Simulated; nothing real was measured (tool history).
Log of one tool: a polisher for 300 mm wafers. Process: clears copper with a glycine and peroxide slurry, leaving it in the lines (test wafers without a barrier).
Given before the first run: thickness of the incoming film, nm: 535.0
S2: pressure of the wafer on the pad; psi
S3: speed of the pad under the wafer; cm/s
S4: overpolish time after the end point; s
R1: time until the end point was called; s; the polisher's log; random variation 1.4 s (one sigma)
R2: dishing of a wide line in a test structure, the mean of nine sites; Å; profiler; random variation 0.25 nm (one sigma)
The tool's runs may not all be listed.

Run 1, hour 0: flow of slurry (ml/min) 255, S2 1.9 psi, S3 78 cm/s, S4 11 s. Result: R1 162.4 s, R2 243.79 Å.
Run 2, hour 1.6: flow of slurry (ml/min) 255, S2 1.9 psi, S3 78 cm/s, S4 16 s. Result: R1 162.53 s, R2 311.88 Å.
Run 3, hour 10: flow of slurry (ml/min) 255, S2 1.9 psi, S3 62 cm/s, S4 16 s. Result: R1 186.36 s, R2 289.32 Å.
Run 4, hour 15.5: flow of slurry (ml/min) 255, S2 1.9 psi, S3 62 cm/s, S4 12 s. Result: R1 183.02 s, R2 232.29 Å.
Run 5, hour 18.1: flow of slurry (ml/min) 315, S2 1.9 psi, S3 62 cm/s, S4 12 s. Result: R1 178.51 s, R2 241.91 Å.
Run 6, hour 19.1: flow of slurry (ml/min) 290, S2 1.8 psi, S3 70 cm/s, S4 11 s. Result: R1 174.4 s, R2 225.26 Å.
Run 7, hour 27.1: flow of slurry (ml/min) 275, S2 1.7 psi, S3 78 cm/s, S4 10 s. Result: R1 169.51 s, R2 208.93 Å.
At hour 32.6: head pressure recalibrated.
Run 8, hour 32.6: flow of slurry (ml/min) 275, S2 1.7 psi, S3 78 cm/s, S4 10 s. Result: R1 180.57 s, R2 193.2 Å.
Run 9, hour 39.5: flow of slurry (ml/min) 280, S2 1.7 psi, S3 84 cm/s, S4 9 s. Result: R1 173.34 s, R2 189.08 Å.
Run 10, hour 46.9: flow of slurry (ml/min) 265, S2 1.7 psi, S3 90 cm/s, S4 8 s. Result: R1 167.15 s, R2 169.92 Å.
Run 11, hour 51.7: flow of slurry (ml/min) 265, S2 1.7 psi, S3 90 cm/s, S4 8 s. Result: R1 167.46 s, R2 171.84 Å.
Run 12, hour 53.8: flow of slurry (ml/min) 250, S2 1.7 psi, S3 94 cm/s, S4 7 s. Result: R1 163.63 s, R2 147.64 Å.
Run 13, hour 54.4: flow of slurry (ml/min) 245, S2 1.8 psi, S3 96 cm/s, S4 6 s. Result: R1 159.29 s, R2 134.76 Å.
Run 14, hour 55.7: flow of slurry (ml/min) 245, S2 1.9 psi, S3 96 cm/s, S4 6 s. Result: R1 153.52 s, R2 143.41 Å.
Run 15, hour 63.9: flow of slurry (ml/min) 240, S2 2 psi, S3 98 cm/s, S4 6 s. Result: R1 147.12 s, R2 145.6 Å.

For run 16, what comes out?
Run 16, hour 72.4: flow of slurry (ml/min) 235, S2 2 psi, S3 98 cm/s, S4 6 s. Result: R1 ?, R2 ?.

{"run 16": {"R1": 150.63, "R2": 148.5}}

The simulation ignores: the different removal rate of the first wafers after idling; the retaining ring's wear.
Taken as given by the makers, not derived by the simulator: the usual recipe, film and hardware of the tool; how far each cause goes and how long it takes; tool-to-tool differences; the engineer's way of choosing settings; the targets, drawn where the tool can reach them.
